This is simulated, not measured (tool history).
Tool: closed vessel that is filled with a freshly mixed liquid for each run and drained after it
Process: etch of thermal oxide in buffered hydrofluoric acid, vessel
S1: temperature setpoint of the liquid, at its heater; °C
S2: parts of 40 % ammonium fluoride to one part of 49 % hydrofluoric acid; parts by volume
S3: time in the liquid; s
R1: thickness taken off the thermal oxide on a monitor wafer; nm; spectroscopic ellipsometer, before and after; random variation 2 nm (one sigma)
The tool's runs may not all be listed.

| run | hour | S1 | S2 | S3 | R1 |
|---|---|---|---|---|---|
| 1 | 0.0 | 23 | 10.0 | 95 | 109.580 |
| 2 | 6.4 | 23 | 11.5 | 95 | 97.072 |
| 3 | 14.7 | 24 | 11.0 | 95 | 105.380 |
| 4 | 19.8 | 24 | 11.0 | 105 | 117.660 |
| 5 | 27.1 | 25 | 10.5 | 105 | 129.600 |
| 6 | 33.1 | 25 | 10.5 | 105 | 129.750 |
| 7 | 40.0 | 26 | 10.0 | 105 | 144.690 |

Forecast run 8:
| 8 | 43.3 | 30 | 9.0 | 105 | ? |

Run 8 gave R1 186.610 nm.
